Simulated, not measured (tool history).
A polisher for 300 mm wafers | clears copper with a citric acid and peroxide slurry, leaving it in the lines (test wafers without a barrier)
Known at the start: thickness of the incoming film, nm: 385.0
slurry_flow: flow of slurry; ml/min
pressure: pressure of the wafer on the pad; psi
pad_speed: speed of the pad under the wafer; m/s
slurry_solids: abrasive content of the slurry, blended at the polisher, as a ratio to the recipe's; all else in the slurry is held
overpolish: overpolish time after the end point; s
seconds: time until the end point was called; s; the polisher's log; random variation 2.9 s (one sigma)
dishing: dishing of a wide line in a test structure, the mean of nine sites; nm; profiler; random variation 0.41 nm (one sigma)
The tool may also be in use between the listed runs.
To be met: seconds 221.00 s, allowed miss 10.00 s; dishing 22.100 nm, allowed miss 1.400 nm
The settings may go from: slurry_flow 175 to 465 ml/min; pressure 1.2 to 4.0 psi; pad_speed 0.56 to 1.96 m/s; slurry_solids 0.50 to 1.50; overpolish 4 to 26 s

run 1 hour=0.0 | slurry_flow=295 pressure=2.6 pad_speed=1.26 slurry_solids=1.00 overpolish=13 | seconds=183.29 dishing=19.399
run 2 hour=1.3 | slurry_flow=295 pressure=2.6 pad_speed=1.46 slurry_solids=1.00 overpolish=13 | seconds=156.25 dishing=20.889
run 3 hour=6.1 | slurry_flow=295 pressure=2.4 pad_speed=1.44 slurry_solids=1.00 overpolish=14 | seconds=168.51 dishing=20.877
run 4 hour=15.2 | slurry_flow=295 pressure=2.4 pad_speed=1.44 slurry_solids=1.00 overpolish=19 | seconds=169.46 dishing=27.423
run 5 hour=17.6 | slurry_flow=295 pressure=2.2 pad_speed=1.44 slurry_solids=1.00 overpolish=19 | seconds=185.15 dishing=25.495
run 6 hour=19.7 | slurry_flow=295 pressure=2.1 pad_speed=1.44 slurry_solids=1.00 overpolish=19 | seconds=183.32 dishing=24.130
run 7 hour=23.4 | slurry_flow=295 pressure=2.0 pad_speed=1.42 slurry_solids=1.00 overpolish=20 | seconds=200.56 dishing=24.535
run 8 hour=26.2 | slurry_flow=295 pressure=1.9 pad_speed=1.42 slurry_solids=1.00 overpolish=20 | seconds=205.94 dishing=24.172

Which of these 4 next moves meets every target?
run A hour=29.0 | slurry_flow=285 pressure=1.8 pad_speed=1.62 slurry_solids=0.95 overpolish=22 | seconds=? dishing=?
run B hour=29.0 | slurry_flow=335 pressure=2.2 pad_speed=1.24 slurry_solids=0.55 overpolish=26 | seconds=? dishing=?
run C hour=29.0 | slurry_flow=430 pressure=1.4 pad_speed=1.54 slurry_solids=1.15 overpolish=20 | seconds=? dishing=?
run D hour=29.0 | slurry_flow=430 pressure=2.1 pad_speed=1.14 slurry_solids=1.15 overpolish=24 | seconds=? dishing=?

move=A seconds=194.69 dishing=27.147
move=B seconds=242.17 dishing=26.468
move=C seconds=225.81 dishing=22.215
move=D seconds=225.75 dishing=26.209
A: further off than the last run
B: takes the result that was furthest off past its target
C: meets every target
D: brings the result that was furthest off to its target, and leaves another outside
Answer: C

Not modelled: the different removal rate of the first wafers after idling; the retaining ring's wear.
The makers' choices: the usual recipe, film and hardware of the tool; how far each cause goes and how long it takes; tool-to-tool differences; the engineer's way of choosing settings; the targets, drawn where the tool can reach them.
